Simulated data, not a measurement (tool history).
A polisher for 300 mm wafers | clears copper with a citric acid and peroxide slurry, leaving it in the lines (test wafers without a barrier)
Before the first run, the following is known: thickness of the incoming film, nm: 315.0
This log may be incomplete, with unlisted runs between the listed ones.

| run | day | flow of slurry (ml/min) | pressure of the wafer on the pad (kPa) | speed of the pad under the wafer (m/s) | abrasive content of the slurry | overpolish time after the end point (s) | time until the end point was called (s) | dishing of a wide line in a test structure (angstrom) |
|---|---|---|---|---|---|---|---|---|
| 1 | 0.000 | 240 | 25.5 | 1.12 | 1.0 | 23 | 125.33 | 444.72 |
| 2 | 0.142 | 240 | 25.5 | 1.30 | 1.0 | 23 | 107.97 | 478.10 |
| 3 | 0.400 | 285 | 25.5 | 1.30 | 1.0 | 23 | 106.92 | 510.17 |
| 4 | 0.450 | 285 | 19.3 | 1.30 | 1.0 | 23 | 139.79 | 393.93 |
| 5 | 0.504 | 285 | 19.3 | 1.30 | 1.0 | 15 | 138.00 | 262.03 |
| 6 | 0.604 | 245 | 19.3 | 1.30 | 1.0 | 15 | 139.20 | 262.36 |
| 7 | 0.696 | 245 | 22.1 | 1.30 | 1.0 | 18 | 126.60 | 350.60 |

The next listed run, before its measurement:
| 8 | 0.846 | 245 | 24.1 | 1.30 | 1.0 | 20 | ? | ? |

Run 8 measured time until the end point was called (s) 113.43, dishing of a wide line in a test structure (angstrom) 423.85.
